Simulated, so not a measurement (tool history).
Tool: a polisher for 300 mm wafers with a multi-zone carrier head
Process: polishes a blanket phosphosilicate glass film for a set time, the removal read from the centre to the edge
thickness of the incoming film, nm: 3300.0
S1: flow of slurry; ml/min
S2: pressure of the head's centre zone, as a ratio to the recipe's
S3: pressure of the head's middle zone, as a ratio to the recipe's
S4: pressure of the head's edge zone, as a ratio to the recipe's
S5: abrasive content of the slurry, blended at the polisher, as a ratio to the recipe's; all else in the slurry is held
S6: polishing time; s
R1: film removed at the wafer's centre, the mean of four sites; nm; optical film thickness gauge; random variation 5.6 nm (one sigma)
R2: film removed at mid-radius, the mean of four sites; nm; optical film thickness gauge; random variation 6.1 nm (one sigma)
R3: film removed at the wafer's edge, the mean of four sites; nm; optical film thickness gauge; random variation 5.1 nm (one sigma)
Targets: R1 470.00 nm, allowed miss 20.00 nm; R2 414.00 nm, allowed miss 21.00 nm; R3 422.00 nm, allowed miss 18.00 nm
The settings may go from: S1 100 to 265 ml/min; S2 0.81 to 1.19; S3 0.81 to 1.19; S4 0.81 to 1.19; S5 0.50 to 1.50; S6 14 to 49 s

run,day,S1,S2,S3,S4,S5,S6,R1,R2,R3
1,0.000,170,1.00,1.00,1.00,1.00,31,292.96,291.29,285.30
2,0.225,170,1.00,1.00,1.00,1.20,31,323.25,314.62,303.87
3,0.462,170,1.00,1.00,1.00,1.20,35,360.78,350.90,342.71
4,0.746,170,1.00,1.00,1.00,1.10,35,343.77,345.39,330.69
5,0.800,170,1.00,1.00,1.00,1.10,40,402.39,397.24,381.73
6,0.988,180,1.02,0.99,1.02,1.10,40,403.01,388.68,383.80
7,1.062,180,1.04,0.99,1.03,1.15,40,425.53,390.50,390.72
8,1.312,180,1.05,0.99,1.04,1.20,40,436.59,400.76,407.32
9,1.475,185,1.06,1.00,1.04,1.20,40,446.74,417.22,410.45
10,1.633,185,1.07,0.99,1.05,1.20,40,440.36,398.74,414.20

5 next moves are on the table. One of them brings every result within its allowed miss. Which?
A,1.792,140,1.03,1.02,1.19,1.00,47,?,?,?
B,1.792,150,1.19,0.92,1.00,1.25,40,?,?,?
C,1.792,265,1.14,1.03,1.19,1.15,38,?,?,?
D,1.792,200,1.04,0.83,1.13,1.35,38,?,?,?
E,1.792,195,1.03,1.04,1.15,1.20,39,?,?,?

move,R1,R2,R3
A,441.64,434.37,451.80
B,492.58,383.42,397.42
C,477.20,421.72,423.21
D,447.65,364.69,431.41
E,430.92,427.44,421.96
A: further off than the last run
B: takes the result that was furthest off past its target
C: meets every target
D: further off than the last run
E: further off than the last run
The right move is C.
